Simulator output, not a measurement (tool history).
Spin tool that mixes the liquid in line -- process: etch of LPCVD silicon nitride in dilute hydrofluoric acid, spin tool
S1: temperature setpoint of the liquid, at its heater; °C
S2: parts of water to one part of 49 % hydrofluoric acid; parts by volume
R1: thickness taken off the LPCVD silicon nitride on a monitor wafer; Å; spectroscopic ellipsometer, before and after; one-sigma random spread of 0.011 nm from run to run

run 1 day=0.000 | S1=22.0 S2=80 time_under_the_liquid_(s)=85 | R1=5.0378
run 2 day=0.133 | S1=22.0 S2=80 time_under_the_liquid_(s)=85 | R1=4.7141
run 3 day=0.283 | S1=22.0 S2=80 time_under_the_liquid_(s)=85 | R1=4.6579
run 4 day=0.442 | S1=22.0 S2=80 time_under_the_liquid_(s)=85 | R1=4.8265
run 5 day=0.783 | S1=21.0 S2=85 time_under_the_liquid_(s)=80 | R1=3.7874
-- day=1.133 hydrofluoric acid flow meter replaced
run 6 day=1.133 | S1=21.0 S2=85 time_under_the_liquid_(s)=85 | R1=3.9881
run 7 day=1.200 | S1=20.5 S2=85 time_under_the_liquid_(s)=85 | R1=3.5663
run 8 day=1.446 | S1=20.0 S2=85 time_under_the_liquid_(s)=85 | R1=3.7249

Run 9, settings as shown, results not yet in. Your forecast:
run 9 day=1.558 | S1=19.5 S2=85 time_under_the_liquid_(s)=85 | R1=?

Logged for run 9: R1 3.5346 Å.
